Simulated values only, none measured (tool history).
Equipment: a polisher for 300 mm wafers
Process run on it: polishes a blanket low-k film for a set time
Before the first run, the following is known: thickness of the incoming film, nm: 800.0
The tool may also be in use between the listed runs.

run,hour,flow of slurry (ml/min),pressure of the wafer on the pad (psi),speed of the pad under the wafer (cm/s),abrasive content of the slurry,polishing time (s),film removed (Å)
1,0.0,160,1.5,86,1.0,103,341.74
2,8.2,160,1.5,86,1.0,108,356.12
3,16.5,160,1.5,86,0.9,108,330.80
4,17.2,135,1.5,86,0.9,108,321.05
5,18.6,130,1.4,86,0.9,108,297.98
6,23.0,145,1.4,86,0.9,108,305.05
7,26.3,140,1.3,86,0.9,108,286.79
8,34.3,135,1.2,86,0.9,108,265.42

For run 9, what comes out?
9,41.2,130,1.1,86,0.9,108,?

{"run 9": {"film removed (Å)": 248.38}}
